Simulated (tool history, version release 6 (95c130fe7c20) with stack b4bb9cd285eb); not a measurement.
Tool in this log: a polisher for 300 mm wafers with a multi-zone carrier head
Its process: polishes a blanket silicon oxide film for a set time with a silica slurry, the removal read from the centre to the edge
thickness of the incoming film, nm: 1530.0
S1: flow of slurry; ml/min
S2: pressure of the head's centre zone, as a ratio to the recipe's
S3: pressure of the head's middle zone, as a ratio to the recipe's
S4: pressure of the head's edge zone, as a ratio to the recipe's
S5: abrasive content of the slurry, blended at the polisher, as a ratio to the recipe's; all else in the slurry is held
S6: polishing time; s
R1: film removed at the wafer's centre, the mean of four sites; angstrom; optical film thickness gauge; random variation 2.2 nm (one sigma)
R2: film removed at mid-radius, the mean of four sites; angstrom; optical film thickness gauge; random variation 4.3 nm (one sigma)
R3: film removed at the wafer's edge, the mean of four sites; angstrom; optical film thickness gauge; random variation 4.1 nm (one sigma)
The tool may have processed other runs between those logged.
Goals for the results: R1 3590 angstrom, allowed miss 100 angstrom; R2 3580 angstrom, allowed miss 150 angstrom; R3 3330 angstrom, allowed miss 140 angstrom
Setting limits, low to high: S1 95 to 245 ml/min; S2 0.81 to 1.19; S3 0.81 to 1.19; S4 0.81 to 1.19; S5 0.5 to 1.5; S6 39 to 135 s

| run | hour | S1 | S2 | S3 | S4 | S5 | S6 | R1 | R2 | R3 |
|---|---|---|---|---|---|---|---|---|---|---|
| 1 | 0 | 155 | 1 | 1 | 1 | 1 | 87 | 3040.9 | 3068.8 | 3055.6 |
| 2 | 1.8 | 170 | 1.01 | 1.01 | 1.01 | 1 | 87 | 3106.6 | 3123.9 | 3143.5 |
| 3 | 6.6 | 180 | 1.03 | 1.03 | 1 | 1 | 87 | 3228.7 | 3183.9 | 3197.4 |
| 4 | 11.5 | 180 | 1.03 | 1.03 | 1 | 0.9 | 87 | 3083.4 | 3135.9 | 2974.3 |
| 5 | 20.3 | 180 | 1.03 | 1.03 | 1 | 0.9 | 97 | 3407.5 | 3447.9 | 3289.7 |
| 6 | 23.6 | 180 | 1.03 | 1.03 | 1 | 0.9 | 116 | 4075.3 | 4190.7 | 4045.5 |
| 7 | 31.4 | 170 | 1.03 | 1.01 | 0.97 | 0.85 | 116 | 3999.2 | 3982.1 | 3799.8 |
| 8 | 33.3 | 160 | 1.02 | 1 | 0.96 | 0.85 | 116 | 3875.3 | 3857.7 | 3761.5 |
| 9 | 37.1 | 150 | 1.02 | 1 | 0.94 | 0.85 | 116 | 3814.9 | 3773.2 | 3721.3 |
| 10 | 39.9 | 150 | 1.02 | 1.01 | 0.92 | 0.8 | 116 | 3730.3 | 3738 | 3548.7 |
| 11 | 46.8 | 145 | 1.02 | 1.01 | 0.91 | 0.8 | 116 | 3749.1 | 3785.3 | 3501.7 |
| 12 | 53.2 | 115 | 1.01 | 0.97 | 0.88 | 0.75 | 116 | 3378.8 | 3353.1 | 3283.4 |
| 13 | 61.8 | 120 | 1.01 | 0.98 | 0.88 | 0.75 | 116 | 3405.9 | 3394.9 | 3231 |
| 14 | 65 | 125 | 1.01 | 0.98 | 0.88 | 0.75 | 116 | 3449.9 | 3425.9 | 3329.4 |
| 15 | 66 | 130 | 1.01 | 0.99 | 0.88 | 0.75 | 116 | 3471 | 3466.9 | 3367.3 |

Pick the move, out of 5, that brings all results within their allowed miss; only one does.
| A | 67 | 95 | 1.14 | 1.18 | 0.88 | 0.75 | 123 | ? | ? | ? |
| B | 67 | 170 | 1.05 | 1.05 | 0.95 | 0.85 | 103 | ? | ? | ? |
| C | 67 | 140 | 1.03 | 0.9 | 0.91 | 0.8 | 113 | ? | ? | ? |
| D | 67 | 110 | 1.14 | 0.94 | 0.87 | 0.85 | 113 | ? | ? | ? |
| E | 67 | 125 | 0.96 | 0.87 | 0.82 | 0.7 | 122 | ? | ? | ? |

| move | R1 | R2 | R3 |
|---|---|---|---|
| A | 3821.5 | 3944.3 | 3399.3 |
| B | 3569.4 | 3562.9 | 3395.3 |
| C | 3596.9 | 3234.2 | 3478.1 |
| D | 3858 | 3268.7 | 3372.3 |
| E | 3323.4 | 3131.3 | 3326.4 |
A: takes the result that was furthest off past its target
B: every result lands within tolerance
C: the furthest-off result lands on target, but another misses its tolerance
D: takes the result that was furthest off past its target
E: moves away from the targets compared with the last run
B meets every target.
